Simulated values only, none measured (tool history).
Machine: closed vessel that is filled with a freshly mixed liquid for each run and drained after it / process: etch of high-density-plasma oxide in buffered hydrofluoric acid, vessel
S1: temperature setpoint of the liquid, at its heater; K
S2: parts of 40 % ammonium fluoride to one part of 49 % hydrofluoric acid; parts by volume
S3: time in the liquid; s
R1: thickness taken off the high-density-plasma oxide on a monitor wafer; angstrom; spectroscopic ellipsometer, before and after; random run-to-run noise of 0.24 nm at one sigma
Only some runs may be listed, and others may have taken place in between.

run 1 hour=0 | S1=297.15 S2=16.5 S3=30 | R1=229.26
run 2 hour=2.2 | S1=298.15 S2=16.5 S3=30 | R1=242.03
run 3 hour=11.1 | S1=298.15 S2=16.5 S3=30 | R1=237.59
run 4 hour=12.9 | S1=296.15 S2=16.5 S3=30 | R1=217.31
run 5 hour=15.8 | S1=296.15 S2=14 S3=30 | R1=255.4
run 6 hour=19.3 | S1=296.15 S2=18.5 S3=30 | R1=196.74
run 7 hour=23.8 | S1=296.15 S2=18.5 S3=30 | R1=194.03
run 8 hour=32 | S1=298.15 S2=18.5 S3=30 | R1=215.94
run 9 hour=39.7 | S1=299.15 S2=18.5 S3=30 | R1=229.68
run 10 hour=45.4 | S1=299.65 S2=18.5 S3=30 | R1=236.04
run 11 hour=53.1 | S1=300.15 S2=18.5 S3=30 | R1=238.36

Estimate the outcome of run 12 from the log above:
run 12 hour=55.6 | S1=302.65 S2=18.5 S3=30 | R1=?

{"run 12": {"R1": 278.85}}

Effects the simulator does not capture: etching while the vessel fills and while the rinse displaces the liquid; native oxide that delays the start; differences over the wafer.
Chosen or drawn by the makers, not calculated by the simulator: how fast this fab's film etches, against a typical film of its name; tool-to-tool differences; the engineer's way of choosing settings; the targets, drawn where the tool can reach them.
